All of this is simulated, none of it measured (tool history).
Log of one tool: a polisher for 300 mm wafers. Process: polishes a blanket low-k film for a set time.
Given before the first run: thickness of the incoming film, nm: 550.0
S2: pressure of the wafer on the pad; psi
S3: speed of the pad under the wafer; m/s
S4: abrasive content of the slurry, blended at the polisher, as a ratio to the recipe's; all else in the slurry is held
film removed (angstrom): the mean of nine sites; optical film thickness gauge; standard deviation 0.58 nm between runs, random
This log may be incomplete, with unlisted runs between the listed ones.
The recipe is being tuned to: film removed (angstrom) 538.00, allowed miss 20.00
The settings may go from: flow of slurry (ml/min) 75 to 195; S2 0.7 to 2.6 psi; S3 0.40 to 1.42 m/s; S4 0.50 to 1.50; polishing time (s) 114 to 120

{"run": 1, "hour": 0.0, "flow of slurry (ml/min)": 125, "S2": 1.6, "S3": 0.9, "S4": 1.0, "polishing time (s)": 114, "film removed (angstrom)": 363.18}
{"run": 2, "hour": 3.6, "flow of slurry (ml/min)": 125, "S2": 1.6, "S3": 0.9, "S4": 1.1, "polishing time (s)": 114, "film removed (angstrom)": 381.67}
{"run": 3, "hour": 7.1, "flow of slurry (ml/min)": 125, "S2": 1.6, "S3": 1.1, "S4": 1.1, "polishing time (s)": 114, "film removed (angstrom)": 456.06}
{"run": 4, "hour": 12.8, "flow of slurry (ml/min)": 110, "S2": 1.6, "S3": 1.1, "S4": 1.1, "polishing time (s)": 114, "film removed (angstrom)": 439.03}
{"run": 5, "hour": 20.6, "flow of slurry (ml/min)": 85, "S2": 1.6, "S3": 1.1, "S4": 1.1, "polishing time (s)": 114, "film removed (angstrom)": 424.0}
{"run": 6, "hour": 28.8, "flow of slurry (ml/min)": 95, "S2": 1.7, "S3": 1.1, "S4": 1.1, "polishing time (s)": 114, "film removed (angstrom)": 446.29}
{"run": 7, "hour": 34.8, "flow of slurry (ml/min)": 105, "S2": 1.7, "S3": 1.1, "S4": 1.1, "polishing time (s)": 114, "film removed (angstrom)": 453.52}
{"run": 8, "hour": 37.7, "flow of slurry (ml/min)": 140, "S2": 1.9, "S3": 1.1, "S4": 1.1, "polishing time (s)": 114, "film removed (angstrom)": 508.44}

Consider the 5 candidate settings below. Which is the only one whose results all fall within their allowed miss of target?
{"run": "A", "hour": 40.6, "flow of slurry (ml/min)": 155, "S2": 1.8, "S3": 1.04, "S4": 1.05, "polishing time (s)": 120, "film removed (angstrom)": "?"}
{"run": "B", "hour": 40.6, "flow of slurry (ml/min)": 120, "S2": 1.8, "S3": 1.16, "S4": 1.1, "polishing time (s)": 114, "film removed (angstrom)": "?"}
{"run": "C", "hour": 40.6, "flow of slurry (ml/min)": 145, "S2": 1.7, "S3": 1.02, "S4": 1.35, "polishing time (s)": 114, "film removed (angstrom)": "?"}
{"run": "D", "hour": 40.6, "flow of slurry (ml/min)": 130, "S2": 2.1, "S3": 1.12, "S4": 1.0, "polishing time (s)": 118, "film removed (angstrom)": "?"}
{"run": "E", "hour": 40.6, "flow of slurry (ml/min)": 145, "S2": 1.9, "S3": 1.24, "S4": 1.1, "polishing time (s)": 119, "film removed (angstrom)": "?"}

move=A film_removed_(angstrom)=488.63
move=B film_removed_(angstrom)=500.91
move=C film_removed_(angstrom)=494.77
move=D film_removed_(angstrom)=535.59
move=E film_removed_(angstrom)=587.30
A: its largest miss is bigger than the last run's
B: its largest miss is bigger than the last run's
C: its largest miss is bigger than the last run's
D: every result lands within tolerance
E: carries the result that was furthest off beyond its target, to the other side
Move D is the one to make.
